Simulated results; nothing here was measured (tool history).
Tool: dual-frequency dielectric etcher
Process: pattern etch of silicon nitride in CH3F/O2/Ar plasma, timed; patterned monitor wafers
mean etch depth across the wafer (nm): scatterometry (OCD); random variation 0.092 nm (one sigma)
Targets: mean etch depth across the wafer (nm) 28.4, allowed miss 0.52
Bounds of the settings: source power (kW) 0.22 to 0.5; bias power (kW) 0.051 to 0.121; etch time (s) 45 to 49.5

run  hour  source power (kW)  bias power (kW)  etch time (s)  mean etch depth across the wafer (nm)
  1     0               0.36            0.086           49.5                                 34.904
  2   1.2               0.36            0.094           49.5                                 36.526
  3   5.1                0.4            0.094           49.5                                 37.725
  4    13                0.4            0.082           49.5                                 35.074
  5  14.7               0.36            0.077           49.5                                 33.071
  6  17.7               0.33            0.077           49.5                                  32.61
  7  20.7               0.31            0.073           49.5                                 31.122
  8  27.8               0.29            0.071           49.5                                 30.145
  9  29.6               0.29            0.071           49.5                                 30.302
 10  31.4               0.27             0.07           49.5                                 29.281
 11  31.9               0.26             0.07           49.5                                 29.261

5 next moves are on the table. One of them brings every result within its allowed miss. Which?
  A  32.4               0.24            0.079             49                                      ?
  B  32.4                0.3            0.075             45                                      ?
  C  32.4               0.23             0.08           48.5                                      ?
  D  32.4               0.32            0.069           48.5                                      ?
  E  32.4               0.27            0.077           48.5                                      ?

move  mean etch depth across the wafer (nm)
   A                                 30.165
   B                                  28.52
   C                                 29.748
   D                                 29.996
   E                                 30.327
A: further off than the last run
B: meets every target
C: further off than the last run
D: further off than the last run
E: further off than the last run
Answer: B
